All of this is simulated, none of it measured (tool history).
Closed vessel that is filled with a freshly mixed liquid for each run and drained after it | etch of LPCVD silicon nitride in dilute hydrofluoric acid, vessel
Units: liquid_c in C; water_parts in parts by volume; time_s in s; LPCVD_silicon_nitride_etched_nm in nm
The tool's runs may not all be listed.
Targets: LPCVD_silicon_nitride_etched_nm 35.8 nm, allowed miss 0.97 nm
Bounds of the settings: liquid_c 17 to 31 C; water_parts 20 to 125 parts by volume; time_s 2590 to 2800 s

run  hour  liquid_c  water_parts  time_s  LPCVD_silicon_nitride_etched_nm
  1     0        23           70    2590                           16.367
  2     2        20           70    2590                            13.39
  3  10.2        23           70    2590                           16.453
  4  17.9        23           55    2590                           20.733
  5    24        24           55    2590                           22.134
  6  28.2        24           70    2590                           17.559
  7    37      24.5           70    2590                           18.027
  8  40.6        25           70    2590                           18.551
  9  42.3      25.5           70    2590                            19.37
     44.7  -- hydrofluoric acid flow meter replaced
 10  44.7        26           70    2590                           21.973
 11    50      26.5           70    2590                           22.515
 12    57        27           70    2590                           23.228
 13  59.3        31           55    2595                           38.279

5 next moves are on the table. One of them brings every result within its allowed miss. Which?
  A  61.6        31           50    2590                                ?
  B  61.6      28.5           50    2590                                ?
  C  61.6      29.5           50    2620                                ?
  D  61.6      28.5           50    2740                                ?
  E  61.6        28           45    2590                                ?

move  LPCVD_silicon_nitride_etched_nm
   A                           42.088
   B                            35.81
   C                           38.657
   D                           37.884
   E                           38.447
A: further off than the last run
B: meets every target
C: further off than the last run
D: nearer than the last run, and not there yet
E: further off than the last run
Move B is the one to make.

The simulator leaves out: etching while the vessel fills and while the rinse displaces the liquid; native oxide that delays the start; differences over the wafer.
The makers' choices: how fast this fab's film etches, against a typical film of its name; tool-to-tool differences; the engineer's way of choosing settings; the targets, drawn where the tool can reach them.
